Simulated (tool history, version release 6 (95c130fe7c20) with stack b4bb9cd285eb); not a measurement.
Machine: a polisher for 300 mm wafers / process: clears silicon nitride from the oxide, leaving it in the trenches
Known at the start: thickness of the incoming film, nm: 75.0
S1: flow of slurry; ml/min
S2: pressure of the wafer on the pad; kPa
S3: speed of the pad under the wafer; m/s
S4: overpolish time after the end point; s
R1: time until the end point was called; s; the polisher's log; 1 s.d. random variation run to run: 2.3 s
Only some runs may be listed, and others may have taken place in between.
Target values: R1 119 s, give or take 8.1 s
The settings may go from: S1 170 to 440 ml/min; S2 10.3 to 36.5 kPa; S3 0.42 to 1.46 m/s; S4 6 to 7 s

run,hour,S1,S2,S3,S4,R1
1,0,280,23.4,0.94,7,75.844
2,4.5,280,21.4,0.92,7,90.934
3,10.4,280,21.4,0.92,7,92.17
4,13,280,21.4,0.92,6,87.344
5,20.5,280,20,0.92,6,94.836
6,22.7,280,24.1,0.92,6,79.829
7,23.9,280,24.1,0.92,6,80.72
8,31.8,280,22.1,0.9,6,85.696
9,36.3,280,20.7,0.88,6,93.715
10,39,280,20.7,0.88,6,92.746
11,47.4,280,19.3,0.86,6,101.16
12,54.9,280,18.6,0.86,6,106.19

Which single option among these 4 for the next run brings every result within its allowed miss of target? Just one does.
A,62.4,215,20.7,0.9,6,?
B,62.4,215,14.5,0.86,7,?
C,62.4,320,15.2,0.94,7,?
D,62.4,325,15.9,0.8,7,?

move,R1
A,94.075
B,135.85
C,116
D,129.77
A: the biggest miss grows against the last run
B: the result that was furthest off in the last run now lies on the other side of its target
C: meets every target
D: the result that was furthest off in the last run now lies on the other side of its target
The move that meets every target is C.
